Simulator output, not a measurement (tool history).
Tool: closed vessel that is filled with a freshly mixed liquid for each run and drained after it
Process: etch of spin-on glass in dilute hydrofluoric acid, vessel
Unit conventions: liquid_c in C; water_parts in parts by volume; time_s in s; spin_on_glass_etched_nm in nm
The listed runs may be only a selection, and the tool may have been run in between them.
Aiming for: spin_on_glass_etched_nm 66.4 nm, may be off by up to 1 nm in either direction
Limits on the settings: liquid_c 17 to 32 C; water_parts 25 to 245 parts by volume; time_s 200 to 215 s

| run | hour | liquid_c | water_parts | time_s | spin_on_glass_etched_nm |
|---|---|---|---|---|---|
| 1 | 0 | 24 | 135 | 200 | 47.397 |
| 2 | 6.5 | 25.5 | 135 | 200 | 50.228 |
| 3 | 11.5 | 23 | 135 | 200 | 45.561 |
| 4 | 16.8 | 23 | 135 | 215 | 48.773 |
| 5 | 17.7 | 23 | 170 | 215 | 37.439 |
| 6 | 26.1 | 23 | 120 | 215 | 55.996 |
| 7 | 27.8 | 24 | 120 | 215 | 58.54 |
| 8 | 30 | 24.5 | 120 | 215 | 59.302 |
| 9 | 33.9 | 25 | 120 | 215 | 60.618 |
| 10 | 41.6 | 25.5 | 120 | 215 | 62.006 |
| 11 | 44.4 | 26 | 120 | 215 | 62.815 |
| 12 | 52.5 | 26.5 | 120 | 215 | 63.813 |
| 13 | 58 | 27 | 120 | 215 | 65.333 |

Consider the 5 candidate settings below. Which is the only one whose results all fall within their allowed miss of target?
| A | 63.5 | 27 | 120 | 210 | ? |
| B | 63.5 | 26.5 | 120 | 215 | ? |
| C | 63.5 | 22.5 | 105 | 215 | ? |
| D | 63.5 | 30 | 130 | 215 | ? |
| E | 63.5 | 32 | 140 | 210 | ? |

| move | spin_on_glass_etched_nm |
|---|---|
| A | 63.975 |
| B | 64.265 |
| C | 63.978 |
| D | 66.725 |
| E | 64.155 |
A: further off than the last run
B: further off than the last run
C: further off than the last run
D: hits every target within its allowed miss
E: further off than the last run
The move that meets every target is D.
